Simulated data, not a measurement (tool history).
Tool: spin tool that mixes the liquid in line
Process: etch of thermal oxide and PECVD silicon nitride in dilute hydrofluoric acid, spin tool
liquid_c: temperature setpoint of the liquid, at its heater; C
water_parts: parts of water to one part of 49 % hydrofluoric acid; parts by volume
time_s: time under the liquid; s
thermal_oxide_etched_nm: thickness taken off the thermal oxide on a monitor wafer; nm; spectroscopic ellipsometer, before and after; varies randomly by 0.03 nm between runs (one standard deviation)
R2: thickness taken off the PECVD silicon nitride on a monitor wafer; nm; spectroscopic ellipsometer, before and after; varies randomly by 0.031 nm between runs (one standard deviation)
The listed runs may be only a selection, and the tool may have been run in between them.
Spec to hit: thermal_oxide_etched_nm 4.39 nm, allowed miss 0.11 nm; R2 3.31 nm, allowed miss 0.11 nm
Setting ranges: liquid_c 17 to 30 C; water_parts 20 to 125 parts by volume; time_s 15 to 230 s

Run 1, day 0: liquid_c 22 C, water_parts 70 parts by volume, time_s 120 s. Result: thermal_oxide_etched_nm 7.2475 nm, R2 5.3499 nm.
Run 2, day 0.079: liquid_c 22 C, water_parts 70 parts by volume, time_s 155 s. Result: thermal_oxide_etched_nm 9.5372 nm, R2 6.915 nm.
Run 3, day 0.2: liquid_c 20.5 C, water_parts 70 parts by volume, time_s 155 s. Result: thermal_oxide_etched_nm 8.9466 nm, R2 6.1693 nm.
Run 4, day 0.571: liquid_c 20.5 C, water_parts 70 parts by volume, time_s 120 s. Result: thermal_oxide_etched_nm 6.9051 nm, R2 4.816 nm.
Run 5, day 0.733: liquid_c 20.5 C, water_parts 70 parts by volume, time_s 165 s. Result: thermal_oxide_etched_nm 9.5353 nm, R2 6.6336 nm.
Run 6, day 0.975: liquid_c 20.5 C, water_parts 70 parts by volume, time_s 125 s. Result: thermal_oxide_etched_nm 7.2789 nm, R2 4.9974 nm.
Run 7, day 1.15: liquid_c 20.5 C, water_parts 80 parts by volume, time_s 125 s. Result: thermal_oxide_etched_nm 6.2022 nm, R2 4.4168 nm.
Run 8, day 1.446: liquid_c 20.5 C, water_parts 85 parts by volume, time_s 125 s. Result: thermal_oxide_etched_nm 5.7417 nm, R2 4.1898 nm.
Run 9, day 1.546: liquid_c 20.5 C, water_parts 90 parts by volume, time_s 125 s. Result: thermal_oxide_etched_nm 5.4841 nm, R2 3.9136 nm.
Run 10, day 1.692: liquid_c 20.5 C, water_parts 95 parts by volume, time_s 125 s. Result: thermal_oxide_etched_nm 5.1981 nm, R2 3.6731 nm.
Run 11, day 1.767: liquid_c 21 C, water_parts 100 parts by volume, time_s 125 s. Result: thermal_oxide_etched_nm 4.9374 nm, R2 3.6332 nm.
Run 12, day 1.867: liquid_c 21 C, water_parts 105 parts by volume, time_s 125 s. Result: thermal_oxide_etched_nm 4.7114 nm, R2 3.4731 nm.

5 candidate next runs follow, results not yet known. Just one meets every target within its allowed miss. Identify it.
Run A, day 1.967: liquid_c 18 C, water_parts 95 parts by volume, time_s 140 s. Result: thermal_oxide_etched_nm ?, R2 ?.
Run B, day 1.967: liquid_c 22 C, water_parts 110 parts by volume, time_s 110 s. Result: thermal_oxide_etched_nm ?, R2 ?.
Run C, day 1.967: liquid_c 20.5 C, water_parts 90 parts by volume, time_s 115 s. Result: thermal_oxide_etched_nm ?, R2 ?.
Run D, day 1.967: liquid_c 21 C, water_parts 120 parts by volume, time_s 135 s. Result: thermal_oxide_etched_nm ?, R2 ?.
Run E, day 1.967: liquid_c 24.5 C, water_parts 105 parts by volume, time_s 105 s. Result: thermal_oxide_etched_nm ?, R2 ?.

move  thermal_oxide_etched_nm      R2
   A                   5.1758  3.5406
   B                   4.0697  3.1648
   C                   5.0067    3.64
   D                   4.3489  3.3359
   E                   4.5209  3.7309
A: moves away from the targets compared with the last run
B: takes the result that was furthest off past its target
C: moves away from the targets compared with the last run
D: every result within its allowed miss
E: moves away from the targets compared with the last run
So the answer is move D, the one that meets all the targets.
